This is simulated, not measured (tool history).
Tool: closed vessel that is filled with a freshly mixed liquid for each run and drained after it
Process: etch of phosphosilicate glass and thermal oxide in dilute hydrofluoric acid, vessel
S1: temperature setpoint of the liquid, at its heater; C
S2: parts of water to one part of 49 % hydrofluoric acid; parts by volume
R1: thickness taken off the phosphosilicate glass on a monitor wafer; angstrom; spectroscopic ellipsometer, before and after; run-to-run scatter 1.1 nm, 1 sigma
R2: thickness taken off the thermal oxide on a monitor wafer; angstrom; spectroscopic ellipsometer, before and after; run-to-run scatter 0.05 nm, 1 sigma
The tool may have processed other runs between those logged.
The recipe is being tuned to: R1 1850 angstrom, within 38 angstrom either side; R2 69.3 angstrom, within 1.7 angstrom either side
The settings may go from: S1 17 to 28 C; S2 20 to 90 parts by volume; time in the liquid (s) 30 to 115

Run 1, hour 0: S1 20 C, S2 50 parts by volume, time in the liquid (s) 60. Result: R1 1224.5 angstrom, R2 45.454 angstrom.
Run 2, hour 1.9: S1 23 C, S2 50 parts by volume, time in the liquid (s) 60. Result: R1 1389.6 angstrom, R2 51.733 angstrom.
Run 3, hour 8.8: S1 24 C, S2 50 parts by volume, time in the liquid (s) 60. Result: R1 1458.5 angstrom, R2 54.636 angstrom.
Run 4, hour 17.6: S1 24 C, S2 50 parts by volume, time in the liquid (s) 80. Result: R1 1926.9 angstrom, R2 72 angstrom.
At hour 21.6: hydrofluoric acid flow meter replaced.
Run 5, hour 21.6: S1 24 C, S2 50 parts by volume, time in the liquid (s) 90. Result: R1 2048.2 angstrom, R2 76.434 angstrom.
Run 6, hour 22.9: S1 23.5 C, S2 50 parts by volume, time in the liquid (s) 90. Result: R1 2012.1 angstrom, R2 75.102 angstrom.
Run 7, hour 24.8: S1 23 C, S2 50 parts by volume, time in the liquid (s) 90. Result: R1 1964.4 angstrom, R2 72.881 angstrom.
Run 8, hour 28.4: S1 22.5 C, S2 50 parts by volume, time in the liquid (s) 90. Result: R1 1928.4 angstrom, R2 71.734 angstrom.

Exercise: of the 4 proposed moves below, exactly one satisfies all targets within the stated allowed misses. Which move is it?
Run A, hour 32: S1 23.5 C, S2 45 parts by volume, time in the liquid (s) 70. Result: R1 ?, R2 ?.
Run B, hour 32: S1 22 C, S2 40 parts by volume, time in the liquid (s) 70. Result: R1 ?, R2 ?.
Run C, hour 32: S1 17.5 C, S2 50 parts by volume, time in the liquid (s) 100. Result: R1 ?, R2 ?.
Run D, hour 32: S1 17 C, S2 55 parts by volume, time in the liquid (s) 115. Result: R1 ?, R2 ?.

move      R1      R2
   A  1748.6  65.971
   B  1859.6  70.159
   C  1732.7  65.373
   D  1762.8  66.506
A: the result that was furthest off in the last run now lies on the other side of its target
B: every result within its allowed miss
C: the result that was furthest off in the last run now lies on the other side of its target
D: the result that was furthest off in the last run now lies on the other side of its target
B is the move that brings every result within its allowed miss.

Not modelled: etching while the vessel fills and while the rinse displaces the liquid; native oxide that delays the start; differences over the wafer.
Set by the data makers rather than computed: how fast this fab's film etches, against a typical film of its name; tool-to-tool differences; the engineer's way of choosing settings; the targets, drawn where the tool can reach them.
